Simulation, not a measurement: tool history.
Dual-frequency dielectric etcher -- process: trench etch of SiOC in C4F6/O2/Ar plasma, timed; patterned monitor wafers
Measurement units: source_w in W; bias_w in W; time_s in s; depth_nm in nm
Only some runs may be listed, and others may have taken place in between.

{"run": 1, "hour": 0.0, "source_w": 440, "bias_w": 245, "time_s": 17.5, "depth_nm": 44.796}
{"run": 2, "hour": 5.8, "source_w": 420, "bias_w": 243, "time_s": 17.5, "depth_nm": 43.88}
{"run": 3, "hour": 12.2, "source_w": 400, "bias_w": 242, "time_s": 17.5, "depth_nm": 43.388}
{"run": 4, "hour": 17.0, "source_w": 380, "bias_w": 239, "time_s": 17.5, "depth_nm": 42.426}
{"run": 5, "hour": 25.3, "source_w": 380, "bias_w": 239, "time_s": 18.5, "depth_nm": 44.907}
{"run": 6, "hour": 33.2, "source_w": 370, "bias_w": 235, "time_s": 18.5, "depth_nm": 43.773}
{"run": 7, "hour": 36.6, "source_w": 360, "bias_w": 234, "time_s": 18.5, "depth_nm": 43.417}
{"run": 8, "hour": 41.1, "source_w": 350, "bias_w": 233, "time_s": 18.5, "depth_nm": 42.87}

Predict the results of run 9:
{"run": 9, "hour": 47.0, "source_w": 350, "bias_w": 233, "time_s": 18.5, "depth_nm": "?"}

{"run 9": {"depth_nm": 43.21}}
